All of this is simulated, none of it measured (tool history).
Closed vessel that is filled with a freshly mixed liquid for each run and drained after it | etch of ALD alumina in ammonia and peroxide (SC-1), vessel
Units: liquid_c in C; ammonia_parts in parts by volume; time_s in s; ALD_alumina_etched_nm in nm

run	day	liquid_c	ammonia_parts	time_s	ALD_alumina_etched_nm
1	0	60	0.45	465	41.637
2	0.083	56	0.45	465	34.001
3	0.471	56	0.55	465	34.578
4	0.817	50	0.55	465	25.062
5	1.171	54.5	0.55	465	31.807
6	1.371	51.5	0.55	465	27.018
7	1.438	55.5	0.55	465	33.665

The next listed run, before its measurement:
8	1.625	58.5	0.55	465	?

ALD_alumina_etched_nm: 39.586 nm
